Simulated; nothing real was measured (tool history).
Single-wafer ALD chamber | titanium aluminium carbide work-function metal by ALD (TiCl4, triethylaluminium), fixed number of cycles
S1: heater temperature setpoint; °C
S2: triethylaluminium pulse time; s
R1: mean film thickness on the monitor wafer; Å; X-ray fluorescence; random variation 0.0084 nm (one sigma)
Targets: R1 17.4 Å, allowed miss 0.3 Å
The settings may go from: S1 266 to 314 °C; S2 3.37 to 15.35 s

Run 1, hour 0: S1 290 °C, S2 9.36 s. Result: R1 19.542 Å.
Run 2, hour 4.3: S1 295 °C, S2 9.36 s. Result: R1 19.958 Å.
Run 3, hour 13.2: S1 295 °C, S2 10.81 s. Result: R1 20.193 Å.
Run 4, hour 18.8: S1 295 °C, S2 12.6 s. Result: R1 20.323 Å.
Run 5, hour 21.7: S1 290 °C, S2 11.79 s. Result: R1 19.817 Å.
Run 6, hour 26.1: S1 283 °C, S2 11.79 s. Result: R1 19.289 Å.
Run 7, hour 27.8: S1 280 °C, S2 11.04 s. Result: R1 18.935 Å.
Run 8, hour 33.6: S1 278 °C, S2 10.47 s. Result: R1 18.753 Å.
Run 9, hour 36.8: S1 276 °C, S2 9.85 s. Result: R1 18.415 Å.
Run 10, hour 45.6: S1 274 °C, S2 9.6 s. Result: R1 18.198 Å.
Run 11, hour 49.5: S1 273 °C, S2 9.43 s. Result: R1 18.159 Å.
Run 12, hour 57.3: S1 273 °C, S2 9.43 s. Result: R1 18.151 Å.
Run 13, hour 58.1: S1 272 °C, S2 9.18 s. Result: R1 18.044 Å.

Which of these 5 next moves meets every target?
Run A, hour 58.9: S1 273 °C, S2 8.97 s. Result: R1 ?.
Run B, hour 58.9: S1 274 °C, S2 6.94 s. Result: R1 ?.
Run C, hour 58.9: S1 275 °C, S2 9.81 s. Result: R1 ?.
Run D, hour 58.9: S1 283 °C, S2 9.5 s. Result: R1 ?.
Run E, hour 58.9: S1 275 °C, S2 9.13 s. Result: R1 ?.

move      R1
   A  17.994
   B  17.296
   C  18.353
   D  18.924
   E  18.194
A: nearer than the last run, and not there yet
B: meets every target
C: further off than the last run
D: further off than the last run
E: further off than the last run
The right move is B.
